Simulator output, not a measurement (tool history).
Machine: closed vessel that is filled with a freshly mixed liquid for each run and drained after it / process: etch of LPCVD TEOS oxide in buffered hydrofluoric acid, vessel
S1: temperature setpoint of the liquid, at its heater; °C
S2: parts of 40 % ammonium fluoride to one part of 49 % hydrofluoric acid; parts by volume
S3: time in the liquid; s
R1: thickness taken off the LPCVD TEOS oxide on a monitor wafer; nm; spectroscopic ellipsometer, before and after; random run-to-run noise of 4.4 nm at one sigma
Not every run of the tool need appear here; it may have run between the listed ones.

run 1 hour=0 | S1=24 S2=24 S3=90 | R1=159.47
run 2 hour=3.2 | S1=26.5 S2=19 S3=90 | R1=213.24
run 3 hour=10.4 | S1=26.5 S2=25 S3=90 | R1=174.22
run 4 hour=12.9 | S1=26.5 S2=18.5 S3=90 | R1=219.63
run 5 hour=20.7 | S1=28.5 S2=15.5 S3=90 | R1=293.69
run 6 hour=28.5 | S1=29.5 S2=14 S3=90 | R1=342.09
run 7 hour=37.4 | S1=29.5 S2=14 S3=90 | R1=334.73
run 8 hour=44.6 | S1=30.5 S2=13 S3=90 | R1=381.19

Estimate the outcome of run 9 from the log above:
run 9 hour=48.1 | S1=31 S2=12.5 S3=90 | R1=?

{"run 9": {"R1": 413.56}}
